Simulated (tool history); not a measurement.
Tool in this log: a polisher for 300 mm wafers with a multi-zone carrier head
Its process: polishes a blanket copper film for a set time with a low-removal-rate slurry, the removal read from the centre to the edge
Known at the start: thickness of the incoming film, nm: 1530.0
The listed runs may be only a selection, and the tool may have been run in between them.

run	hour	flow of slurry (ml/min)	pressure of the head's centre zone	pressure of the head's middle zone	pressure of the head's edge zone	abrasive content of the slurry	polishing time (s)	film removed at the wafer's centre (nm)	film removed at mid-radius (nm)	film removed at the wafer's edge (nm)
1	0	240	1	1	1	1	62	129.7	124.44	130.06
2	0.8	240	1	1	0.99	0.95	61	125.66	121.86	125.86
3	4.2	240	1	0.99	0.98	0.9	60	124.1	116.6	122.49
4	7.1	240	1	0.99	0.97	0.85	59	118.36	111.97	118.28
5	10.5	240	1	0.99	1.03	0.85	59	120.87	110.7	122.21
6	16.7	240	1	0.99	1.01	0.8	58	120.17	111.77	116.97

Expected results for the next run?
7	21.7	220	0.95	0.89	0.93	0.55	51	?	?	?

{"run 7": {"film removed at the wafer's centre (nm)": 91.087, "film removed at mid-radius (nm)": 86.891, "film removed at the wafer's edge (nm)": 93.379}}

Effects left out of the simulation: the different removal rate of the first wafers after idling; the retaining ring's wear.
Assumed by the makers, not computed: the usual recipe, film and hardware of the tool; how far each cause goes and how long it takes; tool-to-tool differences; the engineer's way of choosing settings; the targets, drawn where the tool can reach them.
